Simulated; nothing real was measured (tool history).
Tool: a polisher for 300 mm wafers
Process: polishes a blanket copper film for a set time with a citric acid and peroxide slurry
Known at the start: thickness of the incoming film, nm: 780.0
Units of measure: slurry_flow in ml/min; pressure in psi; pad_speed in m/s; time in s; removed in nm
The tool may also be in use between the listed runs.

| run | hour | slurry_flow | pressure | pad_speed | slurry_solids | time | removed |
|---|---|---|---|---|---|---|---|
| 1 | 0 | 305 | 3.1 | 0.86 | 1 | 45 | 89.565 |
| 2 | 6.8 | 305 | 3.1 | 0.7 | 1 | 45 | 78.187 |
| 3 | 12.2 | 290 | 2.7 | 0.62 | 0.9 | 45 | 59.61 |
| 4 | 13.7 | 290 | 2.7 | 0.62 | 1 | 45 | 62.476 |
| 5 | 21.5 | 285 | 2.4 | 0.56 | 0.95 | 45 | 49.002 |
| 6 | 28.2 | 285 | 2.4 | 0.56 | 1.05 | 45 | 52.885 |
| 7 | 30.9 | 285 | 2.2 | 0.52 | 1.05 | 45 | 44.261 |
| 8 | 32.7 | 285 | 2 | 0.52 | 1.05 | 45 | 41.614 |
| 9 | 37.4 | 285 | 1.9 | 0.5 | 1.05 | 45 | 37.613 |

Estimate the outcome of run 10 from the log above:
| 10 | 39 | 285 | 1.8 | 0.5 | 1.05 | 45 | ? |

{"run 10": {"removed": 36.154}}
